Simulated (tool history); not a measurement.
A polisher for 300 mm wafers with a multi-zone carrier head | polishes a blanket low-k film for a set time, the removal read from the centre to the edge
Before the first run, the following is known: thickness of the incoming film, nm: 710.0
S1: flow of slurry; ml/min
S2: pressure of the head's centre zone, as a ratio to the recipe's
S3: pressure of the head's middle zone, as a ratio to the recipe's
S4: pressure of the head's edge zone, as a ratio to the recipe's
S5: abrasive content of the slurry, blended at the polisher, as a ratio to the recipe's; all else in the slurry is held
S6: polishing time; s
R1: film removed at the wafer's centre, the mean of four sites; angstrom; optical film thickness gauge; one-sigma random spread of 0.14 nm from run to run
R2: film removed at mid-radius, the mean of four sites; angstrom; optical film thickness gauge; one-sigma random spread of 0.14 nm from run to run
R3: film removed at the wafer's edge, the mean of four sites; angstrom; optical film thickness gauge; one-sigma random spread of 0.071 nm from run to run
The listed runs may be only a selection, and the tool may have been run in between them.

Run 1, day 0: S1 300 ml/min, S2 1, S3 1, S4 1, S5 1, S6 54 s. Result: R1 151.7 angstrom, R2 159.33 angstrom, R3 154.79 angstrom.
Run 2, day 0.138: S1 300 ml/min, S2 1, S3 1, S4 1, S5 1.1, S6 54 s. Result: R1 158.72 angstrom, R2 164.06 angstrom, R3 164.64 angstrom.
Run 3, day 0.512: S1 300 ml/min, S2 1, S3 1, S4 1, S5 1.25, S6 54 s. Result: R1 175.11 angstrom, R2 172.74 angstrom, R3 176.07 angstrom.
Run 4, day 0.542: S1 300 ml/min, S2 1.02, S3 0.95, S4 0.97, S5 1, S6 53 s. Result: R1 151.73 angstrom, R2 143.32 angstrom, R3 149.93 angstrom.
Run 5, day 0.608: S1 300 ml/min, S2 1.02, S3 0.95, S4 0.97, S5 1, S6 44 s. Result: R1 125.06 angstrom, R2 118.74 angstrom, R3 124.69 angstrom.
Run 6, day 0.967: S1 325 ml/min, S2 1.02, S3 0.95, S4 0.97, S5 1, S6 44 s. Result: R1 127.35 angstrom, R2 118.24 angstrom, R3 126.31 angstrom.
Run 7, day 1.121: S1 315 ml/min, S2 1, S3 0.94, S4 0.93, S5 0.95, S6 44 s. Result: R1 118.42 angstrom, R2 115.62 angstrom, R3 119.83 angstrom.
Run 8, day 1.454: S1 310 ml/min, S2 1, S3 0.93, S4 0.9, S5 0.95, S6 44 s. Result: R1 120.79 angstrom, R2 114.67 angstrom, R3 116.49 angstrom.
Run 9, day 1.671: S1 305 ml/min, S2 0.98, S3 0.92, S4 0.88, S5 0.95, S6 44 s. Result: R1 119.46 angstrom, R2 112.46 angstrom, R3 115.81 angstrom.
Run 10, day 1.704: S1 295 ml/min, S2 0.93, S3 0.93, S4 0.82, S5 0.85, S6 44 s. Result: R1 103.65 angstrom, R2 104.98 angstrom, R3 102.1 angstrom.

Predict the results of run 11:
Run 11, day 2.021: S1 305 ml/min, S2 0.94, S3 0.93, S4 0.84, S5 0.85, S6 44 s. Result: R1 ?, R2 ?, R3 ?.

{"run 11": {"R1": 107.69, "R2": 106.19, "R3": 103.86}}
